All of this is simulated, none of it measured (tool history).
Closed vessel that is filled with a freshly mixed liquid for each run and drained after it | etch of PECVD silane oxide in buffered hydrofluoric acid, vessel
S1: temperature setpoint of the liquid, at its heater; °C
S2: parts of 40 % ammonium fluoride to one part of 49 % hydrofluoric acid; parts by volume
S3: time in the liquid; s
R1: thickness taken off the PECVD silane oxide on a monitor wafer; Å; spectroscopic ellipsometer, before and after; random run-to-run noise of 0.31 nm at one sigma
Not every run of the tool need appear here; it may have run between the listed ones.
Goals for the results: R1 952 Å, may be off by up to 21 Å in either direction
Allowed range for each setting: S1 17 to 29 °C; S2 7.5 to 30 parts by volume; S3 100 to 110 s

{"run": 1, "hour": 0.0, "S1": 21, "S2": 21, "S3": 100, "R1": 1093}
{"run": 2, "hour": 7.8, "S1": 17.5, "S2": 21, "S3": 100, "R1": 898.48}
{"run": 3, "hour": 10.5, "S1": 17.5, "S2": 21, "S3": 110, "R1": 991.2}
{"run": 4, "hour": 18.6, "S1": 20.5, "S2": 21, "S3": 110, "R1": 1174.7}
{"run": 5, "hour": 27.3, "S1": 19.5, "S2": 21, "S3": 110, "R1": 1106}
{"run": 6, "hour": 32.3, "S1": 19, "S2": 21, "S3": 110, "R1": 1081.4}
{"run": 7, "hour": 34.0, "S1": 18.5, "S2": 21, "S3": 110, "R1": 1042.3}
{"run": 8, "hour": 37.2, "S1": 18, "S2": 21, "S3": 110, "R1": 1017}
{"hour": 40.7, "done": "thermometer replaced"}
{"run": 9, "hour": 40.7, "S1": 17.5, "S2": 21, "S3": 110, "R1": 1056}
{"run": 10, "hour": 43.0, "S1": 17.5, "S2": 21.5, "S3": 110, "R1": 1032}
{"run": 11, "hour": 50.8, "S1": 17.5, "S2": 22.5, "S3": 110, "R1": 1002.9}
{"run": 12, "hour": 52.0, "S1": 17.5, "S2": 23, "S3": 110, "R1": 984.08}

Below are 5 possible settings for the next run. Only one of them brings all results inside the allowed miss of their targets. Which is it?
{"run": "A", "hour": 53.2, "S1": 17.5, "S2": 21.5, "S3": 105, "R1": "?"}
{"run": "B", "hour": 53.2, "S1": 17.5, "S2": 22.5, "S3": 100, "R1": "?"}
{"run": "C", "hour": 53.2, "S1": 17, "S2": 23.5, "S3": 105, "R1": "?"}
{"run": "D", "hour": 53.2, "S1": 17, "S2": 23, "S3": 105, "R1": "?"}
{"run": "E", "hour": 53.2, "S1": 17.5, "S2": 24, "S3": 110, "R1": "?"}

move=A R1=990.76
move=B R1=914.39
move=C R1=905.37
move=D R1=918.95
move=E R1=961.9
A: misses by more than the last run did
B: moves the result that the last run missed by most past its target, out the other side
C: moves the result that the last run missed by most past its target, out the other side
D: moves the result that the last run missed by most past its target, out the other side
E: every result lands within tolerance
The move that meets every target is E.

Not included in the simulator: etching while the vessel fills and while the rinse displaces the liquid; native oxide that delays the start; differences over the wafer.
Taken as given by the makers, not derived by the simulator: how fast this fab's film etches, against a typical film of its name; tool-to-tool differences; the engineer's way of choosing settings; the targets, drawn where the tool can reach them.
